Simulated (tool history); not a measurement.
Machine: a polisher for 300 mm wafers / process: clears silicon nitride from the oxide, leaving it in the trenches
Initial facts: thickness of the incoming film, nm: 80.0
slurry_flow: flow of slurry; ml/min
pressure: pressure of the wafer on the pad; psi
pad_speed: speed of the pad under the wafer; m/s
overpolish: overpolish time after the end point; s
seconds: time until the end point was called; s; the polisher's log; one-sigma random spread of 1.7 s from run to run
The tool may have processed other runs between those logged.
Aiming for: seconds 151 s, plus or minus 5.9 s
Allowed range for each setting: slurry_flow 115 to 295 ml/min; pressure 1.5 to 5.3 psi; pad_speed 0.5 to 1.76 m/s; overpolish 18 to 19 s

{"run": 1, "hour": 0.0, "slurry_flow": 190, "pressure": 3.4, "pad_speed": 1.12, "overpolish": 18, "seconds": 65.857}
{"run": 2, "hour": 5.5, "slurry_flow": 190, "pressure": 3.1, "pad_speed": 1.08, "overpolish": 18, "seconds": 76.766}
{"run": 3, "hour": 9.6, "slurry_flow": 190, "pressure": 2.9, "pad_speed": 1.06, "overpolish": 18, "seconds": 84.064}
{"run": 4, "hour": 10.6, "slurry_flow": 190, "pressure": 2.9, "pad_speed": 0.86, "overpolish": 18, "seconds": 101.35}
{"run": 5, "hour": 18.8, "slurry_flow": 190, "pressure": 2.7, "pad_speed": 0.86, "overpolish": 18, "seconds": 109.14}
{"run": 6, "hour": 26.1, "slurry_flow": 190, "pressure": 2.6, "pad_speed": 0.86, "overpolish": 18, "seconds": 112.56}
{"run": 7, "hour": 28.9, "slurry_flow": 190, "pressure": 2.5, "pad_speed": 0.86, "overpolish": 18, "seconds": 116.19}
{"run": 8, "hour": 37.8, "slurry_flow": 190, "pressure": 2.4, "pad_speed": 0.86, "overpolish": 18, "seconds": 121.92}
{"run": 9, "hour": 46.7, "slurry_flow": 190, "pressure": 2.3, "pad_speed": 0.86, "overpolish": 18, "seconds": 125.48}
{"run": 10, "hour": 47.7, "slurry_flow": 190, "pressure": 2.2, "pad_speed": 0.86, "overpolish": 18, "seconds": 131.96}
{"run": 11, "hour": 48.5, "slurry_flow": 190, "pressure": 2.1, "pad_speed": 0.86, "overpolish": 18, "seconds": 136.22}

Which one of the following 5 next-run settings gets every result inside its allowed miss? There is exactly one.
{"run": "A", "hour": 49.3, "slurry_flow": 215, "pressure": 2.1, "pad_speed": 0.92, "overpolish": 18, "seconds": "?"}
{"run": "B", "hour": 49.3, "slurry_flow": 205, "pressure": 2, "pad_speed": 0.76, "overpolish": 19, "seconds": "?"}
{"run": "C", "hour": 49.3, "slurry_flow": 200, "pressure": 1.8, "pad_speed": 0.8, "overpolish": 18, "seconds": "?"}
{"run": "D", "hour": 49.3, "slurry_flow": 185, "pressure": 1.6, "pad_speed": 1.02, "overpolish": 18, "seconds": "?"}
{"run": "E", "hour": 49.3, "slurry_flow": 185, "pressure": 2.1, "pad_speed": 0.72, "overpolish": 19, "seconds": "?"}

move=A seconds=129.34
move=B seconds=163.51
move=C seconds=172.19
move=D seconds=153.34
move=E seconds=166.5
A: its largest miss is bigger than the last run's
B: carries the result that was furthest off beyond its target, to the other side
C: carries the result that was furthest off beyond its target, to the other side
D: meets every target
E: carries the result that was furthest off beyond its target, to the other side
D is the move that brings every result within its allowed miss.
